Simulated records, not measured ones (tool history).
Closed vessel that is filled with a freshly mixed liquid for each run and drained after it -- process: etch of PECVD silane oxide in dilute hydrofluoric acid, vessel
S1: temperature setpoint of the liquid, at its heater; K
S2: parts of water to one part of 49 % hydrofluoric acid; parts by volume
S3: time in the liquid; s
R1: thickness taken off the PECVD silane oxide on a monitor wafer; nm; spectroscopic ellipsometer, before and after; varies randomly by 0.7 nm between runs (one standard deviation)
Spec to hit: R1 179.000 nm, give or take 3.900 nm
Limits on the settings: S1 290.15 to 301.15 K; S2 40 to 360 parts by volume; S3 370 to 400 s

Run 1, hour 0.0: S1 293.15 K, S2 200 parts by volume, S3 370 s. Result: R1 70.706 nm.
Run 2, hour 3.6: S1 294.15 K, S2 185 parts by volume, S3 370 s. Result: R1 80.683 nm.
Run 3, hour 7.3: S1 295.15 K, S2 170 parts by volume, S3 370 s. Result: R1 92.401 nm.
Run 4, hour 11.7: S1 296.65 K, S2 170 parts by volume, S3 370 s. Result: R1 98.598 nm.
Run 5, hour 12.5: S1 297.15 K, S2 160 parts by volume, S3 370 s. Result: R1 107.630 nm.
Run 6, hour 20.7: S1 298.65 K, S2 160 parts by volume, S3 370 s. Result: R1 114.240 nm.
Run 7, hour 23.3: S1 299.15 K, S2 150 parts by volume, S3 370 s. Result: R1 125.810 nm.
Run 8, hour 29.5: S1 299.65 K, S2 145 parts by volume, S3 370 s. Result: R1 133.230 nm.
Run 9, hour 30.2: S1 299.65 K, S2 140 parts by volume, S3 370 s. Result: R1 137.700 nm.
Run 10, hour 39.0: S1 299.65 K, S2 135 parts by volume, S3 370 s. Result: R1 143.430 nm.
Run 11, hour 45.5: S1 299.65 K, S2 130 parts by volume, S3 370 s. Result: R1 151.830 nm.
Run 12, hour 47.0: S1 300.65 K, S2 120 parts by volume, S3 370 s. Result: R1 171.800 nm.

Consider the 4 candidate settings below. Which is the only one whose results all fall within their allowed miss of target?
Run A, hour 48.5: S1 300.65 K, S2 125 parts by volume, S3 370 s. Result: R1 ?.
Run B, hour 48.5: S1 301.15 K, S2 140 parts by volume, S3 400 s. Result: R1 ?.
Run C, hour 48.5: S1 299.15 K, S2 135 parts by volume, S3 400 s. Result: R1 ?.
Run D, hour 48.5: S1 301.15 K, S2 125 parts by volume, S3 395 s. Result: R1 ?.

move       R1
   A  163.660
   B  157.890
   C  152.880
   D  178.030
A: lands further from the targets than the last run did
B: lands further from the targets than the last run did
C: lands further from the targets than the last run did
D: each result inside its tolerance
Go with D: it meets all targets.
